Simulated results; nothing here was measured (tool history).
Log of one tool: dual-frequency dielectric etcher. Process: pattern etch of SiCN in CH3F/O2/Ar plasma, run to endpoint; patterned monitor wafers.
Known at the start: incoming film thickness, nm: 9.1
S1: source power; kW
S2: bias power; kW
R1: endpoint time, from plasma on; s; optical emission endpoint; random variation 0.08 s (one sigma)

| run | hour | S1 | S2 | R1 |
|---|---|---|---|---|
| 1 | 0 | 0.49 | 0.091 | 21.265 |
| 2 | 5.2 | 0.55 | 0.091 | 20.564 |
| 3 | 9.1 | 0.61 | 0.091 | 19.881 |
| 4 | 14.2 | 0.52 | 0.089 | 21.161 |
| 5 | 16.2 | 0.47 | 0.088 | 21.736 |
| 6 | 23.6 | 0.47 | 0.1 | 20.787 |
| 7 | 29.5 | 0.37 | 0.097 | 22.257 |

Forecast run 8:
| 8 | 38.3 | 0.37 | 0.097 | ? |

{"run 8": {"R1": 22.3}}
